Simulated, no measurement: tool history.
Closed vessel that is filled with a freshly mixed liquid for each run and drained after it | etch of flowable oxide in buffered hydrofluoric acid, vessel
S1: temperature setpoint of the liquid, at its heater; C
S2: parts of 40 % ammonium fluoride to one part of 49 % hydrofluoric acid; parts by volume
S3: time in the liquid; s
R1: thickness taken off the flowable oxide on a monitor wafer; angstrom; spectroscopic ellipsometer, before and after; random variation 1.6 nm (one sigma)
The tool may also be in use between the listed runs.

Run 1, hour 0.0: S1 23.0 C, S2 17.0 parts by volume, S3 85 s. Result: R1 1634.3 angstrom.
Run 2, hour 6.8: S1 23.0 C, S2 17.0 parts by volume, S3 85 s. Result: R1 1644.2 angstrom.
Run 3, hour 13.0: S1 24.0 C, S2 17.0 parts by volume, S3 85 s. Result: R1 1703.9 angstrom.
Run 4, hour 17.9: S1 25.0 C, S2 16.5 parts by volume, S3 85 s. Result: R1 1887.0 angstrom.
Run 5, hour 18.5: S1 25.5 C, S2 16.5 parts by volume, S3 85 s. Result: R1 1932.9 angstrom.
Run 6, hour 24.1: S1 25.5 C, S2 14.5 parts by volume, S3 85 s. Result: R1 2188.1 angstrom.

The next listed run, before its measurement:
Run 7, hour 30.7: S1 26.0 C, S2 14.5 parts by volume, S3 85 s. Result: R1 ?.

R1: 2234.3 angstrom

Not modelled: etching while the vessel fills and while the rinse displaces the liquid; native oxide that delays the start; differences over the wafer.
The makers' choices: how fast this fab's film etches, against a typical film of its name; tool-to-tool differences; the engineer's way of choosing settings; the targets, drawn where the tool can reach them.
